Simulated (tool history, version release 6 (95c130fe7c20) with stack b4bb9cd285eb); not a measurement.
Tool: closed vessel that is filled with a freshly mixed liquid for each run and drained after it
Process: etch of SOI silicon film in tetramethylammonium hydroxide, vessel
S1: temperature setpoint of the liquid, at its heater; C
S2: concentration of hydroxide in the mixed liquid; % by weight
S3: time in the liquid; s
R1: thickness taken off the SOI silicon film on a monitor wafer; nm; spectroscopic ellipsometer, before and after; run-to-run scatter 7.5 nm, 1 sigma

run  hour    S1    S2  S3      R1
  1     0    66     9  85  473.14
  2   4.8  68.5     9  85  554.67
  3  13.5    71     9  85  639.82
  4  15.8    71    10  85  610.48
  5  17.1    71  11.5  85   590.6
  6  19.2    73  11.5  85   647.6

Run 7 comes next. What will it give?
  7  26.6  74.5  11.5  85   ?

{"run 7": {"R1": 710.83}}

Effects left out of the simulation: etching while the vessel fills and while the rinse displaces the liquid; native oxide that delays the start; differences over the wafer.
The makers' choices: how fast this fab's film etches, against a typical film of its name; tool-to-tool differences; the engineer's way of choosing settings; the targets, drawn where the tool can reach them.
